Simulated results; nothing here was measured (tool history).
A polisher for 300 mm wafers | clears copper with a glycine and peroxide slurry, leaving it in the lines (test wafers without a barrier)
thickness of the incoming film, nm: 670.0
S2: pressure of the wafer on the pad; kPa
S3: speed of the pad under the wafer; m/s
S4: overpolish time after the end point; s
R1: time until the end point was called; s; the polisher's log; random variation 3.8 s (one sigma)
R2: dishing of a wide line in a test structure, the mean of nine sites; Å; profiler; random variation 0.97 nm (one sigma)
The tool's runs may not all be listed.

run 1 hour=0 | flow_of_slurry_(ml/min)=310 S2=17.2 S3=1.2 S4=24 | R1=116.16 R2=816.91
run 2 hour=5.4 | flow_of_slurry_(ml/min)=310 S2=18.6 S3=1.2 S4=24 | R1=108.68 R2=813.03
run 3 hour=7.9 | flow_of_slurry_(ml/min)=310 S2=18.6 S3=0.98 S4=24 | R1=125.8 R2=789.33
run 4 hour=11.3 | flow_of_slurry_(ml/min)=310 S2=18.6 S3=1.18 S4=24 | R1=109.93 R2=836.9
run 5 hour=14.6 | flow_of_slurry_(ml/min)=305 S2=15.9 S3=1.04 S4=24 | R1=137.99 R2=700.48
run 6 hour=15.6 | flow_of_slurry_(ml/min)=360 S2=15.9 S3=1.04 S4=24 | R1=134.93 R2=695.1
run 7 hour=16.5 | flow_of_slurry_(ml/min)=330 S2=11 S3=0.7 S4=30 | R1=244.85 R2=570.09
run 8 hour=19.3 | flow_of_slurry_(ml/min)=330 S2=10.3 S3=0.7 S4=30 | R1=256.12 R2=540.61

Run 9 comes next. What will it give?
run 9 hour=23.9 | flow_of_slurry_(ml/min)=330 S2=9.7 S3=0.7 S4=30 | R1=? R2=?

Run 9 gave R1 264.01 s, R2 535.51 Å.

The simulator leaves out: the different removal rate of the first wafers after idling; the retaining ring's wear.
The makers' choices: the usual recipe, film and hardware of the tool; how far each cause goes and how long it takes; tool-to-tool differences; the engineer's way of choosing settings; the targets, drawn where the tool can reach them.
